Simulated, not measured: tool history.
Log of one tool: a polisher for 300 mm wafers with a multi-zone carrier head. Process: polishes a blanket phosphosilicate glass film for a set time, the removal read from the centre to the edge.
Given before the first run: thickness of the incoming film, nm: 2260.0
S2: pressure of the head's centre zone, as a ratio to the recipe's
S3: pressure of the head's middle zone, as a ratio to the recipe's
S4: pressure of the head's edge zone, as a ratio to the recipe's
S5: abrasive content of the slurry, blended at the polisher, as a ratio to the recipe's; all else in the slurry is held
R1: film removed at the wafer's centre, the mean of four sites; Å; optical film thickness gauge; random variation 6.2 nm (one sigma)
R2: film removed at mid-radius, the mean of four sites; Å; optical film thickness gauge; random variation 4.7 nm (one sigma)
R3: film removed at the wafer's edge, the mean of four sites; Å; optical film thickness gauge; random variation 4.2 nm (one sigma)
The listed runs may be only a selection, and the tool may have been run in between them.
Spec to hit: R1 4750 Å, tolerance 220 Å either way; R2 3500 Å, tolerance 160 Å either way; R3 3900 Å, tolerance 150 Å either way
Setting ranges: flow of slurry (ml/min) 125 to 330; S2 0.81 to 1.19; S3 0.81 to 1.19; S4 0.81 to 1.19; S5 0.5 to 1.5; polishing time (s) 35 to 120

{"run": 1, "day": 0.0, "flow of slurry (ml/min)": 210, "S2": 1, "S3": 1, "S4": 1, "S5": 1, "polishing time (s)": 77, "R1": 3386.6, "R2": 3318.1, "R3": 3284.1}
{"run": 2, "day": 0.054, "flow of slurry (ml/min)": 165, "S2": 1, "S3": 1, "S4": 1, "S5": 1, "polishing time (s)": 77, "R1": 3268.3, "R2": 3183.2, "R3": 3249.8}
{"run": 3, "day": 0.142, "flow of slurry (ml/min)": 165, "S2": 1, "S3": 1, "S4": 1.06, "S5": 1, "polishing time (s)": 77, "R1": 3271.6, "R2": 3177.4, "R3": 3302.1}
{"run": 4, "day": 0.217, "flow of slurry (ml/min)": 165, "S2": 1, "S3": 1, "S4": 1.06, "S5": 1, "polishing time (s)": 69, "R1": 2908.9, "R2": 2855.4, "R3": 2971.2}
{"run": 5, "day": 0.525, "flow of slurry (ml/min)": 165, "S2": 1, "S3": 1, "S4": 1.06, "S5": 1.2, "polishing time (s)": 69, "R1": 3235.3, "R2": 3234, "R3": 3359.7}
{"run": 6, "day": 0.892, "flow of slurry (ml/min)": 175, "S2": 1.03, "S3": 0.98, "S4": 1.06, "S5": 1.25, "polishing time (s)": 69, "R1": 3454.9, "R2": 3238.5, "R3": 3384.2}
{"run": 7, "day": 1.142, "flow of slurry (ml/min)": 175, "S2": 1.05, "S3": 0.97, "S4": 1.07, "S5": 1.3, "polishing time (s)": 69, "R1": 3469.6, "R2": 3253.5, "R3": 3417.6}
{"run": 8, "day": 1.508, "flow of slurry (ml/min)": 180, "S2": 1.07, "S3": 0.95, "S4": 1.06, "S5": 1.35, "polishing time (s)": 71, "R1": 3835.9, "R2": 3347.4, "R3": 3630.7}
{"run": 9, "day": 1.579, "flow of slurry (ml/min)": 185, "S2": 1.09, "S3": 0.95, "S4": 1.06, "S5": 1.35, "polishing time (s)": 71, "R1": 3841.3, "R2": 3374.7, "R3": 3635.1}
{"run": 10, "day": 1.925, "flow of slurry (ml/min)": 190, "S2": 1.11, "S3": 0.94, "S4": 1.05, "S5": 1.35, "polishing time (s)": 71, "R1": 3991.8, "R2": 3365.5, "R3": 3621}
{"day": 2.042, "done": "worn pad replaced by a new one"}
{"run": 11, "day": 2.042, "flow of slurry (ml/min)": 195, "S2": 1.12, "S3": 0.93, "S4": 1.05, "S5": 1.35, "polishing time (s)": 71, "R1": 4507.8, "R2": 3544.3, "R3": 3997.8}
{"run": 12, "day": 2.354, "flow of slurry (ml/min)": 205, "S2": 1.16, "S3": 0.92, "S4": 0.97, "S5": 1.25, "polishing time (s)": 71, "R1": 4417.4, "R2": 3560.3, "R3": 3719.4}
{"run": 13, "day": 2.692, "flow of slurry (ml/min)": 210, "S2": 1.16, "S3": 0.91, "S4": 0.97, "S5": 1.25, "polishing time (s)": 71, "R1": 4491, "R2": 3524.9, "R3": 3713.4}

Next run, 5 choices. One meets every target within its allowed miss, the rest don't. Which?
{"run": "A", "day": 3.029, "flow of slurry (ml/min)": 260, "S2": 1.19, "S3": 0.94, "S4": 0.85, "S5": 1.25, "polishing time (s)": 70, "R1": "?", "R2": "?", "R3": "?"}
{"run": "B", "day": 3.029, "flow of slurry (ml/min)": 205, "S2": 1.18, "S3": 0.96, "S4": 0.93, "S5": 1.05, "polishing time (s)": 77, "R1": "?", "R2": "?", "R3": "?"}
{"run": "C", "day": 3.029, "flow of slurry (ml/min)": 275, "S2": 1.16, "S3": 0.85, "S4": 0.96, "S5": 0.9, "polishing time (s)": 86, "R1": "?", "R2": "?", "R3": "?"}
{"run": "D", "day": 3.029, "flow of slurry (ml/min)": 225, "S2": 1.1, "S3": 0.91, "S4": 1.11, "S5": 1.45, "polishing time (s)": 66, "R1": "?", "R2": "?", "R3": "?"}
{"run": "E", "day": 3.029, "flow of slurry (ml/min)": 190, "S2": 1.1, "S3": 1.02, "S4": 0.95, "S5": 1.2, "polishing time (s)": 71, "R1": "?", "R2": "?", "R3": "?"}

move=A R1=4553 R2=3597 R3=3489.7
move=B R1=4371.7 R2=3557.8 R3=3561.2
move=C R1=4547.6 R2=3391 R3=3780.4
move=D R1=4149.9 R2=3462.4 R3=3938.5
move=E R1=3981.2 R2=3665 R3=3527.8
A: misses by more than the last run did
B: misses by more than the last run did
C: all results in spec
D: the worst result of the last run now meets its target, but another is out of spec
E: misses by more than the last run did
So the answer is move C, the one that meets all the targets.

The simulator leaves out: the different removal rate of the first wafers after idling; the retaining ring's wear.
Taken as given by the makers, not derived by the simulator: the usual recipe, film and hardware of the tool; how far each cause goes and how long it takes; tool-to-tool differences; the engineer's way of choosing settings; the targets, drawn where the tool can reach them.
